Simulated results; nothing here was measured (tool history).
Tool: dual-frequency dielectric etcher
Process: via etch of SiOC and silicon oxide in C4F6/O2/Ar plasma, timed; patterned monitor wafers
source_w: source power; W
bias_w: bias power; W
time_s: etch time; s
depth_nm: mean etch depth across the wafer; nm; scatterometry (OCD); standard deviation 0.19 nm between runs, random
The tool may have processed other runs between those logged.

run 1 hour=0 | source_w=470 bias_w=186 time_s=53 | depth_nm=65.379
run 2 hour=5.5 | source_w=430 bias_w=186 time_s=53 | depth_nm=63.519
run 3 hour=8.8 | source_w=430 bias_w=186 time_s=49 | depth_nm=58.978
run 4 hour=14.6 | source_w=430 bias_w=161 time_s=49 | depth_nm=57.209
run 5 hour=23.4 | source_w=430 bias_w=161 time_s=49 | depth_nm=56.724
run 6 hour=27 | source_w=460 bias_w=162 time_s=49 | depth_nm=57.822
run 7 hour=27.8 | source_w=480 bias_w=166 time_s=49 | depth_nm=58.777
run 8 hour=34.3 | source_w=500 bias_w=171 time_s=49 | depth_nm=59.792
run 9 hour=36.8 | source_w=520 bias_w=176 time_s=49 | depth_nm=61.185
run 10 hour=43.2 | source_w=540 bias_w=179 time_s=49 | depth_nm=61.9
run 11 hour=46.3 | source_w=550 bias_w=183 time_s=49 | depth_nm=62.544
run 12 hour=52.5 | source_w=560 bias_w=187 time_s=49 | depth_nm=63.351

What does the tool deliver on the next run?
run 13 hour=58.1 | source_w=570 bias_w=190 time_s=49 | depth_nm=?

depth_nm: 63.967 nm
